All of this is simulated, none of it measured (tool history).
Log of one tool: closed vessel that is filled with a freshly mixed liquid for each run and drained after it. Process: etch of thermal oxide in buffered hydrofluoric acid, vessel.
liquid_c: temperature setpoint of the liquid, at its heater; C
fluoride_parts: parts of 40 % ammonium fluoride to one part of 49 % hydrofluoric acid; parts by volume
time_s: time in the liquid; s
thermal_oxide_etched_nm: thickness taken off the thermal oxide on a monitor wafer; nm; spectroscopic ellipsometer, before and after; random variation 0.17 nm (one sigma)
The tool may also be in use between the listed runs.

run  hour  liquid_c  fluoride_parts  time_s  thermal_oxide_etched_nm
  1   0.0      25.0            14.0      40                   35.684
  2   2.6      24.5            14.0      40                   34.518
  3   9.3      24.0            14.0      40                   33.469
  4  15.2      24.0            17.0      40                   27.856
  5  21.7      24.5            17.0      40                   28.722
  6  30.7      24.5            20.5      40                   24.102
  7  39.3      25.5            20.5      40                   25.305

Run 8 comes next. What will it give?
  8  46.6      26.0            20.5      40                        ?

thermal_oxide_etched_nm: 26.031 nm
